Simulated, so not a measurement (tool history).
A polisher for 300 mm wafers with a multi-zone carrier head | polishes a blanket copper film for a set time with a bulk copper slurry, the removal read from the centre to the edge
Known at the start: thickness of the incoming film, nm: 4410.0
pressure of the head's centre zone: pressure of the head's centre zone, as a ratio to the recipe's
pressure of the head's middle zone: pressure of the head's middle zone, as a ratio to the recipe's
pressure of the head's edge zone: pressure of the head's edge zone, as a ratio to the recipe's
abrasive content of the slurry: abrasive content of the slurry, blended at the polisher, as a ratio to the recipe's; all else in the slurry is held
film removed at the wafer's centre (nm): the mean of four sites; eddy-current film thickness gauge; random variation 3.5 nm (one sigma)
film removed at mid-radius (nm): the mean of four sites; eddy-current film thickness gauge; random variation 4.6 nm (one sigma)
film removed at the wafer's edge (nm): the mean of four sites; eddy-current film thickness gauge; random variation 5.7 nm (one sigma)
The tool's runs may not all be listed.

run,hour,flow of slurry (ml/min),pressure of the head's centre zone,pressure of the head's middle zone,pressure of the head's edge zone,abrasive content of the slurry,polishing time (s),film removed at the wafer's centre (nm),film removed at mid-radius (nm),film removed at the wafer's edge (nm)
1,0,270,1,1,1,1,43,530.69,528.22,549.15
2,4.6,270,1,1,1.05,1,43,526.4,528.1,561.33
3,10.5,270,1,1.03,1.05,1,43,527.3,547.2,556.02
4,13,270,1,1.03,1.05,1,48,597.03,612.95,617.73
5,18.4,265,1.01,0.99,1,0.85,46,555.44,550.14,549.77
6,20.2,265,1.01,0.99,1,0.85,37,445.5,441.15,456.66
7,23.3,280,1.03,0.97,1.01,0.85,37,450.41,443.21,457.34

The next listed run, before its measurement:
8,30.7,230,1.13,0.87,1.07,0.95,37,?,?,?

{"run 8": {"film removed at the wafer's centre (nm)": 498.85, "film removed at mid-radius (nm)": 395.31, "film removed at the wafer's edge (nm)": 480.74}}

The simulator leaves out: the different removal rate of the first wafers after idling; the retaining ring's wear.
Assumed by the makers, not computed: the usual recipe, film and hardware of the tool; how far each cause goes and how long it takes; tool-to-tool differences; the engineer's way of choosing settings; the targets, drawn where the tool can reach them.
